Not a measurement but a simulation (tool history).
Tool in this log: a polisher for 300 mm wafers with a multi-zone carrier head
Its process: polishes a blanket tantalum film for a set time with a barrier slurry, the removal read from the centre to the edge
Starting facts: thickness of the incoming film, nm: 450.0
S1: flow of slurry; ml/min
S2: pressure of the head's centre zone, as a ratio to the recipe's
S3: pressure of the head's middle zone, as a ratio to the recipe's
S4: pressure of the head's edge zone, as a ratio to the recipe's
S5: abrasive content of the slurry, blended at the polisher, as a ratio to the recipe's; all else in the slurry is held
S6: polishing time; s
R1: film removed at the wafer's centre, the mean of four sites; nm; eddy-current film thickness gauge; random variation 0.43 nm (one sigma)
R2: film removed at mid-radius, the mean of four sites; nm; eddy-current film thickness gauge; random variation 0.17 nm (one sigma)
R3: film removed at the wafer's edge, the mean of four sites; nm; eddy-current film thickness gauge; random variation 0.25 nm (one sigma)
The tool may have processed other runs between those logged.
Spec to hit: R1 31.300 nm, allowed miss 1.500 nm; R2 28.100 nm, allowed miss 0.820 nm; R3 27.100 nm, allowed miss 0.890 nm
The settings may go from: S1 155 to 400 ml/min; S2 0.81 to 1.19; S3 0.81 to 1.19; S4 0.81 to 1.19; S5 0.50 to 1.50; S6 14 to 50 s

Run 1, day 0.000: S1 255 ml/min, S2 1.00, S3 1.00, S4 1.00, S5 1.00, S6 32 s. Result: R1 39.687 nm, R2 39.121 nm, R3 39.467 nm.
Run 2, day 0.217: S1 255 ml/min, S2 1.00, S3 1.00, S4 1.00, S5 1.20, S6 32 s. Result: R1 41.072 nm, R2 40.391 nm, R3 40.276 nm.
Run 3, day 0.533: S1 255 ml/min, S2 1.00, S3 1.00, S4 0.93, S5 1.20, S6 32 s. Result: R1 42.398 nm, R2 40.872 nm, R3 40.512 nm.
Run 4, day 0.788: S1 315 ml/min, S2 1.00, S3 1.00, S4 0.93, S5 1.20, S6 32 s. Result: R1 42.818 nm, R2 41.355 nm, R3 39.814 nm.
Run 5, day 0.808: S1 315 ml/min, S2 1.00, S3 1.00, S4 0.93, S5 1.20, S6 27 s. Result: R1 35.894 nm, R2 34.624 nm, R3 34.073 nm.
Run 6, day 0.975: S1 325 ml/min, S2 1.02, S3 1.00, S4 0.91, S5 1.00, S6 26 s. Result: R1 35.008 nm, R2 32.619 nm, R3 31.612 nm.
Run 7, day 1.229: S1 330 ml/min, S2 1.02, S3 0.99, S4 0.89, S5 0.85, S6 25 s. Result: R1 32.290 nm, R2 30.282 nm, R3 29.170 nm.
Run 8, day 1.488: S1 330 ml/min, S2 1.02, S3 0.98, S4 0.87, S5 0.80, S6 25 s. Result: R1 31.019 nm, R2 29.673 nm, R3 28.708 nm.
Run 9, day 1.858: S1 335 ml/min, S2 1.04, S3 0.97, S4 0.86, S5 0.75, S6 25 s. Result: R1 31.350 nm, R2 29.451 nm, R3 28.425 nm.

Consider the 4 candidate settings below. Which is the only one whose results all fall within their allowed miss of target?
Run A, day 2.229: S1 400 ml/min, S2 1.06, S3 0.98, S4 0.88, S5 0.80, S6 23 s. Result: R1 ?, R2 ?, R3 ?.
Run B, day 2.229: S1 345 ml/min, S2 0.97, S3 0.84, S4 0.85, S5 0.60, S6 27 s. Result: R1 ?, R2 ?, R3 ?.
Run C, day 2.229: S1 320 ml/min, S2 1.00, S3 0.84, S4 0.91, S5 0.65, S6 27 s. Result: R1 ?, R2 ?, R3 ?.
Run D, day 2.229: S1 255 ml/min, S2 0.96, S3 1.02, S4 0.81, S5 0.75, S6 27 s. Result: R1 ?, R2 ?, R3 ?.

move      R1      R2      R3
   A  30.870  27.868  26.956
   B  31.159  27.132  29.498
   C  32.329  27.311  30.647
   D  31.064  32.189  29.283
A: meets every target
B: moves the result that the last run missed by most past its target, out the other side
C: gets the furthest-off result to its target, but another result is out of tolerance
D: lands further from the targets than the last run did
A meets every target.
